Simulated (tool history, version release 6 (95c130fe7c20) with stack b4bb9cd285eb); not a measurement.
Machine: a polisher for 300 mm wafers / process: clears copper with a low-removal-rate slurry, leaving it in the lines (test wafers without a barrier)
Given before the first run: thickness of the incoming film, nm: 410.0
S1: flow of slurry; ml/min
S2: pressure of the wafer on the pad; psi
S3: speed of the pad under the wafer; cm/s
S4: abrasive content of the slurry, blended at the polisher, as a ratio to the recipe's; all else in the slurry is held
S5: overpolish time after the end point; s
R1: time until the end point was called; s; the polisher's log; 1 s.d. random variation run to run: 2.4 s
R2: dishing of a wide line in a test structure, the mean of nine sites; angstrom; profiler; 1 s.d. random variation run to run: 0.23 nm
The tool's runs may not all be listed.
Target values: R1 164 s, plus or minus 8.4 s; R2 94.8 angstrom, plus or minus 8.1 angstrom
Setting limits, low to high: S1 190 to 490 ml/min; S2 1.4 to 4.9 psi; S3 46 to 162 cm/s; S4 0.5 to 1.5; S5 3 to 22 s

{"run": 1, "day": 0.0, "S1": 315, "S2": 3.1, "S3": 104, "S4": 1, "S5": 11, "R1": 122.54, "R2": 271.96}
{"run": 2, "day": 0.121, "S1": 315, "S2": 2.7, "S3": 106, "S4": 1, "S5": 8, "R1": 129.82, "R2": 181.91}
{"run": 3, "day": 0.196, "S1": 315, "S2": 2.3, "S3": 106, "S4": 1, "S5": 8, "R1": 142.15, "R2": 165.09}
{"run": 4, "day": 0.562, "S1": 315, "S2": 2.3, "S3": 106, "S4": 1, "S5": 5, "R1": 141.37, "R2": 110.32}
{"run": 5, "day": 0.862, "S1": 355, "S2": 2.3, "S3": 106, "S4": 1, "S5": 5, "R1": 139.59, "R2": 103.19}
{"run": 6, "day": 1.075, "S1": 355, "S2": 2.1, "S3": 106, "S4": 1, "S5": 5, "R1": 146.53, "R2": 102.22}
{"day": 1.325, "done": "slurry nozzle cleaned"}
{"run": 7, "day": 1.325, "S1": 355, "S2": 2, "S3": 106, "S4": 1, "S5": 5, "R1": 149.3, "R2": 96.793}
{"run": 8, "day": 1.679, "S1": 350, "S2": 1.9, "S3": 106, "S4": 1, "S5": 5, "R1": 151.82, "R2": 98.967}

Of the 5 settings listed for the next run, only one would bring every result within its allowed miss of target. Which one?
{"run": "A", "day": 2.033, "S1": 335, "S2": 1.9, "S3": 106, "S4": 0.8, "S5": 6, "R1": "?", "R2": "?"}
{"run": "B", "day": 2.033, "S1": 420, "S2": 1.9, "S3": 88, "S4": 1, "S5": 7, "R1": "?", "R2": "?"}
{"run": "C", "day": 2.033, "S1": 315, "S2": 1.9, "S3": 100, "S4": 1, "S5": 5, "R1": "?", "R2": "?"}
{"run": "D", "day": 2.033, "S1": 375, "S2": 1.8, "S3": 116, "S4": 1, "S5": 5, "R1": "?", "R2": "?"}
{"run": "E", "day": 2.033, "S1": 375, "S2": 1.4, "S3": 104, "S4": 0.95, "S5": 7, "R1": "?", "R2": "?"}

move=A R1=161.55 R2=105.56
move=B R1=181.76 R2=109.17
move=C R1=164.11 R2=87.699
move=D R1=144.82 R2=98.543
move=E R1=187.75 R2=105.45
A: meets the target for the result that was furthest off, but another lies outside its allowed miss
B: carries the result that was furthest off beyond its target, to the other side
C: every result within its allowed miss
D: lands further from the targets than the last run did
E: carries the result that was furthest off beyond its target, to the other side
Answer: C
